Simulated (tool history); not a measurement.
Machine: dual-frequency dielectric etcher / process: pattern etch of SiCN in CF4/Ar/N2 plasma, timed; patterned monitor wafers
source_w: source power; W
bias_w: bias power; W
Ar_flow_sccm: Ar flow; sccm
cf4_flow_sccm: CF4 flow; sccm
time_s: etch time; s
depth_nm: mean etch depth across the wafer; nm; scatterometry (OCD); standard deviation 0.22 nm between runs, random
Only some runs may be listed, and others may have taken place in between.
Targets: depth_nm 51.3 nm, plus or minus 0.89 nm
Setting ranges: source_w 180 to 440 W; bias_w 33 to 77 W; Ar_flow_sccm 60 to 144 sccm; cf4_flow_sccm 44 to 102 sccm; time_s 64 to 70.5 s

run    day  source_w  bias_w  Ar_flow_sccm  cf4_flow_sccm  time_s  depth_nm
  1      0       310      55           102             73    70.5    38.234
  2    0.3       320      55           102             73    70.5    39.736
  3  0.679       320      55           102             73      64    35.939
  4  1.025       330      56           102             73      64    37.137
  5  1.225       330      56           102             73    70.5    40.622
  6  1.329       330      56            84             73    70.5    42.232
  7  1.675       340      56            84             73    70.5    43.768
  8  1.742       350      56            84             73    70.5    44.955
  9  1.862       360      56            84             73    70.5    46.249
 10  2.075       380      56            84             73    70.5    48.768
 11  2.217       390      56            84             73    70.5    49.935

Which one of the following 5 next-run settings gets every result inside its allowed miss? There is exactly one.
  A  2.358       420      52            86             57    70.5         ?
  B  2.358       390      60           100             81    66.5         ?
  C  2.358       400      60            79             68    70.5         ?
  D  2.358       400      59            76             82    70.5         ?
  E  2.358       390      56            89             74      69         ?

move  depth_nm
   A    50.889
   B    47.329
   C    52.446
   D     53.53
   E    48.487
A: hits every target within its allowed miss
B: misses by more than the last run did
C: pushes the last run's worst result past its target
D: pushes the last run's worst result past its target
E: misses by more than the last run did
The right move is A.

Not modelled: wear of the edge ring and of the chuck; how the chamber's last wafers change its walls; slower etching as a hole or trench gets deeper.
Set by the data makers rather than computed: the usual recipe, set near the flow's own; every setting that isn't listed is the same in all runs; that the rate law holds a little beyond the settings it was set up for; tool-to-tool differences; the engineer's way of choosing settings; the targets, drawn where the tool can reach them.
